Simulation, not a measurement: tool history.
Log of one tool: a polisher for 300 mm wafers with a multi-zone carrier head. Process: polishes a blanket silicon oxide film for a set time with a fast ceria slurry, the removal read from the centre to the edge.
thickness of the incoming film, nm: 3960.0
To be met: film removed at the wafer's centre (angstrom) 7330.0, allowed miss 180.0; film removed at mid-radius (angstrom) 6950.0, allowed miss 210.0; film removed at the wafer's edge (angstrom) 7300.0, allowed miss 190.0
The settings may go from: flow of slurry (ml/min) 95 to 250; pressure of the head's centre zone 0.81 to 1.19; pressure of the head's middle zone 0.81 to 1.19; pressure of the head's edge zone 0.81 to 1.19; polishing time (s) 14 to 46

run,day,flow of slurry (ml/min),pressure of the head's centre zone,pressure of the head's middle zone,pressure of the head's edge zone,polishing time (s),film removed at the wafer's centre (angstrom),film removed at mid-radius (angstrom),film removed at the wafer's edge (angstrom)
1,0.000,160,1.00,1.00,1.00,30,5400.8,5353.2,5161.5
2,0.354,165,1.01,1.00,1.03,31,5551.2,5515.0,5435.5
3,0.554,165,1.07,1.00,1.03,31,5915.4,5492.6,5502.5
4,0.892,170,1.08,1.01,1.06,32,6131.5,5719.2,5678.7
5,1.175,170,1.08,1.05,1.06,32,6207.3,6001.0,5656.6
6,1.229,170,1.08,1.08,1.06,32,6205.5,6071.6,5626.4
7,1.538,175,1.08,1.07,1.08,33,6458.4,6272.3,6009.6
8,1.792,175,1.08,1.07,1.08,33,6408.5,6247.4,6033.1

4 next moves are on the table. One of them brings every result within its allowed miss. Which?
A,2.046,165,1.19,0.97,1.14,37,?,?,?
B,2.046,175,1.05,1.00,1.17,39,?,?,?
C,2.046,190,1.12,0.89,1.12,39,?,?,?
D,2.046,190,1.14,0.94,1.16,37,?,?,?

move,film removed at the wafer's centre (angstrom),film removed at mid-radius (angstrom),film removed at the wafer's edge (angstrom)
A,7798.2,6404.2,6763.6
B,7391.3,7005.5,7280.2
C,7974.6,6442.4,7202.1
D,7696.4,6395.4,6952.6
A: nearer than the last run, and not there yet
B: meets every target
C: brings the result that was furthest off to its target, and leaves another outside
D: nearer than the last run, and not there yet
Answer: B
